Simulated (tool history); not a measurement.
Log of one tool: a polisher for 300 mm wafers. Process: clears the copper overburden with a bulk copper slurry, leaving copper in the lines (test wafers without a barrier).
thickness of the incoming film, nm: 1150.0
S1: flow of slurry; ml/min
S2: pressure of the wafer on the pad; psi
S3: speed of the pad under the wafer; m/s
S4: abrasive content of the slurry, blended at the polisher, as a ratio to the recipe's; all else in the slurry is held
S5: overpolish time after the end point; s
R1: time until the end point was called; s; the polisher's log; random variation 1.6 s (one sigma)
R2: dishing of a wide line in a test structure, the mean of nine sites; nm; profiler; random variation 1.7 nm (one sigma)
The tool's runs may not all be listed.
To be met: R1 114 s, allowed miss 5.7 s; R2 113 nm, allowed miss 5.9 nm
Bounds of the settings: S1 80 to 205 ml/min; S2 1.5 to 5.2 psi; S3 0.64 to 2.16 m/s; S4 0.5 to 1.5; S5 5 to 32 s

run 1 day=0 | S1=135 S2=3.3 S3=1.4 S4=1 S5=16 | R1=72.178 R2=120.78
run 2 day=0.254 | S1=135 S2=3.1 S3=1.38 S4=1 S5=17 | R1=77.938 R2=121.22
run 3 day=0.488 | S1=135 S2=3.1 S3=1.38 S4=1 S5=21 | R1=73.78 R2=131.09
run 4 day=0.567 | S1=135 S2=2.9 S3=1.36 S4=1 S5=22 | R1=82.957 R2=125.95
run 5 day=0.588 | S1=135 S2=2.9 S3=1.36 S4=1.1 S5=22 | R1=81.074 R2=126.66
run 6 day=0.871 | S1=135 S2=2.7 S3=1.36 S4=1.1 S5=23 | R1=88.022 R2=124.35
run 7 day=1.054 | S1=135 S2=2.6 S3=1.36 S4=1.1 S5=23 | R1=90.673 R2=120.17
run 8 day=1.371 | S1=125 S2=1.8 S3=1.32 S4=1.1 S5=27 | R1=135.54 R2=99.482
run 9 day=1.629 | S1=130 S2=1.8 S3=1.32 S4=1.1 S5=27 | R1=135.66 R2=102.83
run 10 day=1.654 | S1=135 S2=1.8 S3=1.32 S4=1.1 S5=27 | R1=130.4 R2=105.79
run 11 day=1.742 | S1=140 S2=1.8 S3=1.32 S4=1.1 S5=27 | R1=133.25 R2=106.24
run 12 day=2.05 | S1=145 S2=1.8 S3=1.32 S4=1.1 S5=26 | R1=128.14 R2=100.31
run 13 day=2.379 | S1=150 S2=1.8 S3=1.32 S4=1.1 S5=26 | R1=132.91 R2=100.67
run 14 day=2.429 | S1=150 S2=1.9 S3=1.32 S4=1.1 S5=26 | R1=123.84 R2=106.45

Which of these 5 next moves meets every target?
run A day=2.479 | S1=160 S2=2.1 S3=1.04 S4=1.05 S5=32 | R1=? R2=?
run B day=2.479 | S1=145 S2=2 S3=1.24 S4=1.25 S5=23 | R1=? R2=?
run C day=2.479 | S1=175 S2=2.4 S3=1.12 S4=1 S5=27 | R1=? R2=?
run D day=2.479 | S1=120 S2=1.6 S3=1.42 S4=1.4 S5=30 | R1=? R2=?
run E day=2.479 | S1=155 S2=1.8 S3=1.42 S4=1.15 S5=20 | R1=? R2=?

move=A R1=141.31 R2=110.2
move=B R1=122.84 R2=100.39
move=C R1=115.22 R2=115.06
move=D R1=135.34 R2=102.34
move=E R1=119.6 R2=93.07
A: further off than the last run
B: further off than the last run
C: meets every target
D: further off than the last run
E: brings the result that was furthest off to its target, and leaves another outside
Move C is the one to make.

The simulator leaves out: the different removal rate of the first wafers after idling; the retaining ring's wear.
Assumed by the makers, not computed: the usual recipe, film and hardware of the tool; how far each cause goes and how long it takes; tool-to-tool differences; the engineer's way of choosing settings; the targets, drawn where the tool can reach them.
